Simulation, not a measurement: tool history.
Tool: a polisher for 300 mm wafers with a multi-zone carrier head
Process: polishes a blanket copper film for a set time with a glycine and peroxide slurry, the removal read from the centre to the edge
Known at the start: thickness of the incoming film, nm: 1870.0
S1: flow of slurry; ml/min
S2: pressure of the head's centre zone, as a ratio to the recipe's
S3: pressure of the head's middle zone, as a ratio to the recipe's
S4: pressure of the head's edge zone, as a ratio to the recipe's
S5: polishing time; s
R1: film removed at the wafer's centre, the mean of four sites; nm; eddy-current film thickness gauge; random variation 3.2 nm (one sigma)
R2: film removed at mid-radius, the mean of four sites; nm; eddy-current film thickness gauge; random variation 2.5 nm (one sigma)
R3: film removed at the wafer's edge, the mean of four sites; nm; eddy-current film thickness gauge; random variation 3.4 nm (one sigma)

{"run": 1, "hour": 0.0, "S1": 220, "S2": 1.0, "S3": 1.0, "S4": 1.0, "S5": 85, "R1": 364.33, "R2": 366.82, "R3": 369.35}
{"run": 2, "hour": 5.8, "S1": 220, "S2": 0.99, "S3": 1.0, "S4": 0.98, "S5": 84, "R1": 361.55, "R2": 365.8, "R3": 368.65}
{"run": 3, "hour": 11.1, "S1": 220, "S2": 0.99, "S3": 1.0, "S4": 0.98, "S5": 70, "R1": 301.7, "R2": 302.6, "R3": 306.91}
{"run": 4, "hour": 15.3, "S1": 220, "S2": 0.98, "S3": 1.01, "S4": 0.97, "S5": 70, "R1": 296.48, "R2": 309.55, "R3": 314.81}
{"run": 5, "hour": 17.4, "S1": 220, "S2": 0.98, "S3": 1.02, "S4": 0.96, "S5": 69, "R1": 292.25, "R2": 307.73, "R3": 303.59}
{"run": 6, "hour": 26.0, "S1": 220, "S2": 0.98, "S3": 1.03, "S4": 0.96, "S5": 69, "R1": 297.13, "R2": 306.12, "R3": 301.14}

The next listed run, before its measurement:
{"run": 7, "hour": 29.2, "S1": 220, "S2": 0.97, "S3": 1.04, "S4": 0.96, "S5": 69, "R1": "?", "R2": "?", "R3": "?"}

R1: 286.82 nm
R2: 312.18 nm
R3: 302.29 nm
